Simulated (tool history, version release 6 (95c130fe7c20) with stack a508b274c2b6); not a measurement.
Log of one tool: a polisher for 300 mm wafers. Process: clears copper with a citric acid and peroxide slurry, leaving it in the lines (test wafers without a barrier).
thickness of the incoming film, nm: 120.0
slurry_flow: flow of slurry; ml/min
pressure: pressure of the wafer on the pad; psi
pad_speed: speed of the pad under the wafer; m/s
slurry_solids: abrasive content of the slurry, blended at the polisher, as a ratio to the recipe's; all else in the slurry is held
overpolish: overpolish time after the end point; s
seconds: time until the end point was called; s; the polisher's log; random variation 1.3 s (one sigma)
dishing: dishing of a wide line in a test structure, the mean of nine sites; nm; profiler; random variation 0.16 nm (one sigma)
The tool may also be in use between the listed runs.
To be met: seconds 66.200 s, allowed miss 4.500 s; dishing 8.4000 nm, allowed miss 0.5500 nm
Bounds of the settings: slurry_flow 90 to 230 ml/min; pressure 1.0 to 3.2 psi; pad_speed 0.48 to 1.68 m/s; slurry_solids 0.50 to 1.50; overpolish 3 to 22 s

run  hour  slurry_flow  pressure  pad_speed  slurry_solids  overpolish  seconds  dishing
  1   0.0          150       2.1       1.08           1.00          11   83.934   7.4233
  2   3.9          150       1.7       1.08           1.00          11  106.440   6.6452
  3  12.5          150       1.7       0.98           1.00          11  113.460   6.4300
  4  17.5          150       1.9       1.00           1.00          11  100.990   6.6257
  5  20.8          175       1.9       1.00           1.00          11   98.078   6.4987
  6  22.5          175       2.0       1.02           1.00          11   93.936   7.2026
  7  24.5          175       2.1       1.02           1.00          11   89.251   7.3277
  8  30.1          175       2.2       1.02           1.00          11   84.579   7.3536

Which of these 5 next moves meets every target?
  A  35.7          170       2.1       0.96           0.70          10        ?        ?
  B  35.7          185       2.1       0.96           0.90          12        ?        ?
  C  35.7          160       2.2       0.96           1.05           9        ?        ?
  D  35.7          130       1.6       1.18           0.95          22        ?        ?
  E  35.7          185       2.3       1.26           0.95          11        ?        ?

move  seconds  dishing
   A  101.000   6.1707
   B   95.056   7.1259
   C   90.284   6.1979
   D  106.920   8.8637
   E   66.147   8.1511
A: further off than the last run
B: further off than the last run
C: further off than the last run
D: further off than the last run
E: meets every target
Answer: E
